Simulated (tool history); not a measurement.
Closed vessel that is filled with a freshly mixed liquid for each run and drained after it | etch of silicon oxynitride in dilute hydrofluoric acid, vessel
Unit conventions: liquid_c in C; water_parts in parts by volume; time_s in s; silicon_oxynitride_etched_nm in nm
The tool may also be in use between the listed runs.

run	hour	liquid_c	water_parts	time_s	silicon_oxynitride_etched_nm
1	0.0	21.0	95	2850	67.390
2	3.7	21.0	75	2850	85.543
3	8.1	21.0	110	2850	57.875
4	13.1	22.0	105	2850	62.997
5	18.2	22.0	105	2850	63.763
6	23.0	22.0	120	2850	54.866
7	30.8	23.0	115	2850	59.773
8	33.0	24.0	110	2850	66.548
9	36.3	24.5	105	2850	71.716
10	41.6	25.0	100	2850	76.525

Forecast run 11:
11	49.0	25.5	100	2850	?

For run 11 the tool returned silicon_oxynitride_etched_nm 78.691 nm.

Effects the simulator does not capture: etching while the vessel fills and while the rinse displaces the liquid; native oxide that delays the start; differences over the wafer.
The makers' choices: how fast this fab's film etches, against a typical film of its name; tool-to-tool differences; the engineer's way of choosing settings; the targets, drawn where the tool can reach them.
